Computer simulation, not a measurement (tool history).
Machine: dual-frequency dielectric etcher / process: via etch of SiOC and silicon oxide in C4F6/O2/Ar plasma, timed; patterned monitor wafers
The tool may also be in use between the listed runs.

| run | hour | source power (W) | bias power (W) | etch time (s) | mean etch depth across the wafer (angstrom) |
|---|---|---|---|---|---|
| 1 | 0.0 | 450 | 218 | 39.5 | 455.60 |
| 2 | 0.7 | 450 | 252 | 39.5 | 482.43 |
| 3 | 8.6 | 430 | 248 | 39.5 | 469.27 |
| 4 | 17.3 | 430 | 277 | 39.5 | 488.50 |
| 5 | 18.6 | 430 | 294 | 39.5 | 498.50 |
| 6 | 21.4 | 410 | 287 | 39.5 | 483.03 |
| 7 | 26.6 | 390 | 283 | 39.5 | 464.84 |
| 8 | 34.5 | 380 | 282 | 39.5 | 458.18 |
| 9 | 35.5 | 370 | 281 | 39.5 | 450.75 |
| 10 | 36.2 | 360 | 280 | 39.5 | 442.84 |
| 11 | 40.3 | 350 | 279 | 39.5 | 432.84 |

What does the tool deliver on the next run?
| 12 | 45.0 | 340 | 279 | 39.5 | ? |

mean etch depth across the wafer (angstrom): 426.16
